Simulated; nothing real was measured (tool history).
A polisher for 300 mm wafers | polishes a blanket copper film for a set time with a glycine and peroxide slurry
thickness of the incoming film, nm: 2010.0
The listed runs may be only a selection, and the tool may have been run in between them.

run,hour,flow of slurry (ml/min),pressure of the wafer on the pad (kPa),speed of the pad under the wafer (m/s),polishing time (s),film removed (Å)
1,0,190,17.9,0.94,105,4607.8
2,2.8,190,19.3,0.94,105,4769.6
3,8.1,190,15.2,0.94,105,4029.5
4,10.1,190,15.2,1.12,105,4601.4
5,14.9,190,15.2,1.12,105,4650
6,20.5,190,15.2,1.26,105,5118.3
7,21.7,190,15.9,1.26,105,5265.7
8,27.8,190,16.5,1.26,105,5335.1

What will run 9 give?
9,34,190,17.2,1.26,105,?

film removed (Å): 5567.7
